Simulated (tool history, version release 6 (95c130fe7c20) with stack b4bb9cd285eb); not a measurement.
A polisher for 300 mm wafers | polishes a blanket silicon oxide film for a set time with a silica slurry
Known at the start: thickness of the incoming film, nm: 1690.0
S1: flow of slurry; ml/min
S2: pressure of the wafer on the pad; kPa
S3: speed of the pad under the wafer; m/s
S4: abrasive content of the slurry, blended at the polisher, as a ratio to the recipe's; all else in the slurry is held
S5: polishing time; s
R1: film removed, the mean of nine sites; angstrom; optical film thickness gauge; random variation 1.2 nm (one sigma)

Run 1, day 0.000: S1 295 ml/min, S2 35.9 kPa, S3 0.94 m/s, S4 1.0, S5 25 s. Result: R1 1006.0 angstrom.
Run 2, day 0.288: S1 335 ml/min, S2 35.9 kPa, S3 0.94 m/s, S4 1.0, S5 25 s. Result: R1 1017.8 angstrom.
Run 3, day 0.600: S1 335 ml/min, S2 38.6 kPa, S3 0.94 m/s, S4 1.0, S5 25 s. Result: R1 1081.8 angstrom.
Run 4, day 0.954: S1 335 ml/min, S2 38.6 kPa, S3 0.94 m/s, S4 1.0, S5 25 s. Result: R1 1105.3 angstrom.
Run 5, day 1.038: S1 335 ml/min, S2 40.7 kPa, S3 0.94 m/s, S4 1.0, S5 25 s. Result: R1 1152.6 angstrom.
Run 6, day 1.354: S1 335 ml/min, S2 42.7 kPa, S3 0.94 m/s, S4 1.0, S5 25 s. Result: R1 1203.2 angstrom.

The next listed run, before its measurement:
Run 7, day 1.717: S1 335 ml/min, S2 42.7 kPa, S3 0.94 m/s, S4 1.0, S5 25 s. Result: R1 ?.

{"run 7": {"R1": 1190.7}}

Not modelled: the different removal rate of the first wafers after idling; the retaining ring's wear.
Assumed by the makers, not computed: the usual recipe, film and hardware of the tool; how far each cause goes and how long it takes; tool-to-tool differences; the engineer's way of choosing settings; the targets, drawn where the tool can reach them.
